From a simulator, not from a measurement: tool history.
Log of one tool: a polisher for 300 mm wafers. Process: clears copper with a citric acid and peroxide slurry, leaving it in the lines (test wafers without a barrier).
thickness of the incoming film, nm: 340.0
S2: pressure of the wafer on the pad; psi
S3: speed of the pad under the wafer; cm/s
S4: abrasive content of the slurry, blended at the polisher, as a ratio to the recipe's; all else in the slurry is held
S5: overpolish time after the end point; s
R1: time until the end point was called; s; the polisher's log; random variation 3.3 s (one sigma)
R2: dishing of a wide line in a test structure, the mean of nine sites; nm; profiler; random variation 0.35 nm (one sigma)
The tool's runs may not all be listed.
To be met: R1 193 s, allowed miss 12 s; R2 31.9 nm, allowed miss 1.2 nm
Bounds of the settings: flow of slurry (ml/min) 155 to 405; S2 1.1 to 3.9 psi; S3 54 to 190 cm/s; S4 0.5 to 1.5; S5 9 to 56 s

run 1 hour=0 | flow_of_slurry_(ml/min)=260 S2=2.5 S3=122 S4=1 S5=29 | R1=132.41 R2=48.136
run 2 hour=0.6 | flow_of_slurry_(ml/min)=260 S2=2.3 S3=122 S4=1 S5=29 | R1=143.82 R2=44.823
run 3 hour=5.6 | flow_of_slurry_(ml/min)=260 S2=2.3 S3=138 S4=1 S5=29 | R1=130.39 R2=49.17
run 4 hour=8.3 | flow_of_slurry_(ml/min)=285 S2=2.3 S3=138 S4=1 S5=29 | R1=126.58 R2=49.051
run 5 hour=14.4 | flow_of_slurry_(ml/min)=285 S2=2.1 S3=138 S4=1 S5=29 | R1=143.34 R2=45.458
run 6 hour=22.3 | flow_of_slurry_(ml/min)=285 S2=2 S3=138 S4=1 S5=28 | R1=147.12 R2=41.763
run 7 hour=26 | flow_of_slurry_(ml/min)=285 S2=1.3 S3=136 S4=1 S5=29 | R1=217.54 R2=29.316
run 8 hour=30.6 | flow_of_slurry_(ml/min)=285 S2=1.4 S3=136 S4=1 S5=28 | R1=207.87 R2=30.361

Which of these 4 next moves meets every target?
run A hour=35.2 | flow_of_slurry_(ml/min)=305 S2=1.4 S3=114 S4=1.1 S5=31 | R1=? R2=?
run B hour=35.2 | flow_of_slurry_(ml/min)=310 S2=1.2 S3=138 S4=1.2 S5=30 | R1=? R2=?
run C hour=35.2 | flow_of_slurry_(ml/min)=315 S2=1.2 S3=146 S4=0.9 S5=29 | R1=? R2=?
run D hour=35.2 | flow_of_slurry_(ml/min)=260 S2=1.6 S3=126 S4=1.1 S5=27 | R1=? R2=?

move=A R1=237.97 R2=30.138
move=B R1=231.42 R2=29.625
move=C R1=234.59 R2=28.466
move=D R1=196.69 R2=31.8
A: further off than the last run
B: further off than the last run
C: further off than the last run
D: meets every target
Answer: D

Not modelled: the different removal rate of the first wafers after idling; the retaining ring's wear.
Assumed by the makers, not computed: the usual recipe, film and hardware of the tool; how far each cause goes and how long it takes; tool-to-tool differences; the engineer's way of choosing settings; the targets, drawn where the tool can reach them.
